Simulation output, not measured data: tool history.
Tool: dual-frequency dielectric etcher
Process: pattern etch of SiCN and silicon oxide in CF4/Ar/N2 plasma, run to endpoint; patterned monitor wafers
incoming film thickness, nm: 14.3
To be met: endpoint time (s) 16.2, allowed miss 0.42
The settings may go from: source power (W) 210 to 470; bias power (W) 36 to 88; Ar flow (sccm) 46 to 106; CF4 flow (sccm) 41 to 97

run 1 hour=0 | source_power_(W)=340 bias_power_(W)=62 Ar_flow_(sccm)=76 CF4_flow_(sccm)=69 | endpoint_time_(s)=21.615
run 2 hour=4.6 | source_power_(W)=360 bias_power_(W)=63 Ar_flow_(sccm)=76 CF4_flow_(sccm)=69 | endpoint_time_(s)=20.133
run 3 hour=7 | source_power_(W)=360 bias_power_(W)=56 Ar_flow_(sccm)=76 CF4_flow_(sccm)=69 | endpoint_time_(s)=20.782
run 4 hour=13.3 | source_power_(W)=380 bias_power_(W)=56 Ar_flow_(sccm)=76 CF4_flow_(sccm)=69 | endpoint_time_(s)=19.612
run 5 hour=20.7 | source_power_(W)=390 bias_power_(W)=56 Ar_flow_(sccm)=76 CF4_flow_(sccm)=69 | endpoint_time_(s)=19.119
run 6 hour=22.9 | source_power_(W)=340 bias_power_(W)=56 Ar_flow_(sccm)=76 CF4_flow_(sccm)=69 | endpoint_time_(s)=22.496
run 7 hour=26 | source_power_(W)=360 bias_power_(W)=56 Ar_flow_(sccm)=76 CF4_flow_(sccm)=69 | endpoint_time_(s)=20.903
run 8 hour=31.2 | source_power_(W)=380 bias_power_(W)=56 Ar_flow_(sccm)=76 CF4_flow_(sccm)=69 | endpoint_time_(s)=19.642
run 9 hour=32.4 | source_power_(W)=440 bias_power_(W)=58 Ar_flow_(sccm)=75 CF4_flow_(sccm)=69 | endpoint_time_(s)=16.638

Which of these 5 next moves meets every target?
run A hour=33.6 | source_power_(W)=440 bias_power_(W)=49 Ar_flow_(sccm)=82 CF4_flow_(sccm)=69 | endpoint_time_(s)=?
run B hour=33.6 | source_power_(W)=430 bias_power_(W)=63 Ar_flow_(sccm)=73 CF4_flow_(sccm)=52 | endpoint_time_(s)=?
run C hour=33.6 | source_power_(W)=430 bias_power_(W)=78 Ar_flow_(sccm)=83 CF4_flow_(sccm)=59 | endpoint_time_(s)=?
run D hour=33.6 | source_power_(W)=420 bias_power_(W)=58 Ar_flow_(sccm)=72 CF4_flow_(sccm)=75 | endpoint_time_(s)=?
run E hour=33.6 | source_power_(W)=430 bias_power_(W)=56 Ar_flow_(sccm)=66 CF4_flow_(sccm)=60 | endpoint_time_(s)=?

move=A endpoint_time_(s)=17.708
move=B endpoint_time_(s)=17.244
move=C endpoint_time_(s)=16.188
move=D endpoint_time_(s)=17.351
move=E endpoint_time_(s)=17.339
A: further off than the last run
B: further off than the last run
C: meets every target
D: further off than the last run
E: further off than the last run
Move C is the one to make.
